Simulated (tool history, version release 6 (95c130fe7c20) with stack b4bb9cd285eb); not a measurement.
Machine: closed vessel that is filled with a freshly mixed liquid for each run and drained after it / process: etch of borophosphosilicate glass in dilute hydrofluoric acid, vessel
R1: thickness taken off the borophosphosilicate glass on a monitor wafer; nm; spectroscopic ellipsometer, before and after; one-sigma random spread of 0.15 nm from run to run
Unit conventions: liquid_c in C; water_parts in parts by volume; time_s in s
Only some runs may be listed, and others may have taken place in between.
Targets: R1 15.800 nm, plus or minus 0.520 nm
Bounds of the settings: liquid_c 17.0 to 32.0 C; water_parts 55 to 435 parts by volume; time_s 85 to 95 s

Run 1, hour 0.0: liquid_c 24.0 C, water_parts 245 parts by volume, time_s 85 s. Result: R1 17.194 nm.
Run 2, hour 5.6: liquid_c 24.0 C, water_parts 180 parts by volume, time_s 85 s. Result: R1 24.537 nm.
Run 3, hour 10.8: liquid_c 24.0 C, water_parts 135 parts by volume, time_s 85 s. Result: R1 34.735 nm.
Run 4, hour 15.7: liquid_c 24.0 C, water_parts 135 parts by volume, time_s 85 s. Result: R1 34.899 nm.
Run 5, hour 23.5: liquid_c 24.0 C, water_parts 135 parts by volume, time_s 85 s. Result: R1 34.869 nm.
Run 6, hour 26.0: liquid_c 24.0 C, water_parts 135 parts by volume, time_s 95 s. Result: R1 38.735 nm.
Run 7, hour 35.2: liquid_c 23.0 C, water_parts 150 parts by volume, time_s 95 s. Result: R1 32.913 nm.
Run 8, hour 41.2: liquid_c 22.0 C, water_parts 160 parts by volume, time_s 95 s. Result: R1 29.620 nm.
Run 9, hour 49.0: liquid_c 21.5 C, water_parts 170 parts by volume, time_s 95 s. Result: R1 27.337 nm.
Run 10, hour 50.9: liquid_c 17.5 C, water_parts 260 parts by volume, time_s 95 s. Result: R1 13.779 nm.
Run 11, hour 56.2: liquid_c 18.0 C, water_parts 260 parts by volume, time_s 95 s. Result: R1 14.208 nm.
Run 12, hour 64.6: liquid_c 18.0 C, water_parts 260 parts by volume, time_s 95 s. Result: R1 13.873 nm.
Run 13, hour 67.3: liquid_c 18.0 C, water_parts 260 parts by volume, time_s 95 s. Result: R1 14.045 nm.
Run 14, hour 69.6: liquid_c 18.5 C, water_parts 260 parts by volume, time_s 95 s. Result: R1 14.377 nm.
Run 15, hour 76.1: liquid_c 19.0 C, water_parts 260 parts by volume, time_s 95 s. Result: R1 14.572 nm.
Run 16, hour 81.9: liquid_c 20.0 C, water_parts 260 parts by volume, time_s 95 s. Result: R1 15.235 nm.

Next run, 4 choices. One meets every target within its allowed miss, the rest don't. Which?
Run A, hour 87.7: liquid_c 20.5 C, water_parts 275 parts by volume, time_s 95 s. Result: R1 ?.
Run B, hour 87.7: liquid_c 26.5 C, water_parts 295 parts by volume, time_s 85 s. Result: R1 ?.
Run C, hour 87.7: liquid_c 26.5 C, water_parts 310 parts by volume, time_s 90 s. Result: R1 ?.
Run D, hour 87.7: liquid_c 19.0 C, water_parts 245 parts by volume, time_s 95 s. Result: R1 ?.

move      R1
   A  14.410
   B  14.485
   C  14.355
   D  15.770
A: further off than the last run
B: further off than the last run
C: further off than the last run
D: hits every target within its allowed miss
Correct choice: D, which meets every target
